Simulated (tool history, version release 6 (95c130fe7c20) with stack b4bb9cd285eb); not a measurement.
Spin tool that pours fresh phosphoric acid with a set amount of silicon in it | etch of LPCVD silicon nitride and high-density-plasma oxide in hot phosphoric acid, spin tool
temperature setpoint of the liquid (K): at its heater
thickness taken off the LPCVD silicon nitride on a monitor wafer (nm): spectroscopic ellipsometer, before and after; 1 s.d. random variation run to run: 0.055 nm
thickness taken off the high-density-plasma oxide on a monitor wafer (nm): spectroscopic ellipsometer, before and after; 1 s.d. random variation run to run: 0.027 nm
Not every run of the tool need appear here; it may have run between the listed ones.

run	hour	temperature setpoint of the liquid (K)	silicon dissolved in the acid as it is poured (mg a litre)	time under the liquid (s)	thickness taken off the LPCVD silicon nitride on a monitor wafer (nm)	thickness taken off the high-density-plasma oxide on a monitor wafer (nm)
1	0	435.15	21.5	150	11.311	0.39016
2	1.4	434.15	16.5	145	10.457	0.42932
3	6.4	433.15	14.5	145	10.146	0.46727
4	9.1	433.15	14.5	200	13.886	0.6204
5	15.6	434.15	14.5	200	14.406	0.55453
6	18.1	433.15	15	185	12.92	0.55865
7	23.6	432.65	14.5	170	11.753	0.45775
8	32	432.15	11.5	160	10.814	0.52873
9	38.3	431.65	11.5	155	10.279	0.40317
10	41.1	431.65	8.5	150	9.9639	0.43233

Estimate the outcome of run 11 from the log above:
11	44.6	431.65	6	145	?	?

{"run 11": {"thickness taken off the LPCVD silicon nitride on a monitor wafer (nm)": 9.659, "thickness taken off the high-density-plasma oxide on a monitor wafer (nm)": 0.46801}}
